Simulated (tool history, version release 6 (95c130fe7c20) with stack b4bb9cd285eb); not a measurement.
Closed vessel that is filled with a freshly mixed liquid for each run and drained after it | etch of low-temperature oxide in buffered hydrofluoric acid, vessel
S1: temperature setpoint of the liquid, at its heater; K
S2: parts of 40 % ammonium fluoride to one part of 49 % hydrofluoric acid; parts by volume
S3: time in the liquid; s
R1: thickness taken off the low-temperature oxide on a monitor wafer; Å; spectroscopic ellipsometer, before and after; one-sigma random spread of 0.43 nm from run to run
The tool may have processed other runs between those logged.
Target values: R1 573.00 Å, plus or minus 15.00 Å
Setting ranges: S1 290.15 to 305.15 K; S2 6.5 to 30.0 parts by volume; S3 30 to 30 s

run,day,S1,S2,S3,R1
1,0.000,297.15,19.5,30,972.65
2,0.288,295.15,20.5,30,830.56
3,0.654,293.65,21.0,30,755.02
4,0.821,292.65,21.5,30,705.27
5,1.112,292.15,22.0,30,666.45
6,1.392,291.65,22.5,30,638.25
7,1.458,291.15,22.5,30,630.22
8,1.704,290.65,23.0,30,599.08

Pick the move, out of 5, that brings all results within their allowed miss; only one does.
A,1.950,290.15,21.5,30,?
B,1.950,291.65,23.5,30,?
C,1.950,292.65,29.0,30,?
D,1.950,292.15,25.0,30,?
E,1.950,290.65,21.5,30,?

move,R1
A,605.64
B,620.38
C,567.63
D,611.48
E,623.21
A: the biggest miss grows against the last run
B: the biggest miss grows against the last run
C: hits every target within its allowed miss
D: the biggest miss grows against the last run
E: the biggest miss grows against the last run
The right move is C.
